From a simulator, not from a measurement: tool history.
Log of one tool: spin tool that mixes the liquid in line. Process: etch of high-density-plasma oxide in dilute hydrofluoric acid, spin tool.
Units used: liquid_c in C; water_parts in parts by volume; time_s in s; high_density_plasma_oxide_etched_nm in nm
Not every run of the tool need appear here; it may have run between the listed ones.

run	hour	liquid_c	water_parts	time_s	high_density_plasma_oxide_etched_nm
1	0.0	24	95	65	3.6916
2	6.3	21	95	65	3.2959
3	8.3	21	95	65	3.2918
4	10.3	21	65	65	4.9564
5	14.9	21	40	65	8.2250
6	16.5	21	40	45	5.7226

Estimate the outcome of run 7 from the log above:
7	25.3	20	55	45	?

high_density_plasma_oxide_etched_nm: 3.9197 nm

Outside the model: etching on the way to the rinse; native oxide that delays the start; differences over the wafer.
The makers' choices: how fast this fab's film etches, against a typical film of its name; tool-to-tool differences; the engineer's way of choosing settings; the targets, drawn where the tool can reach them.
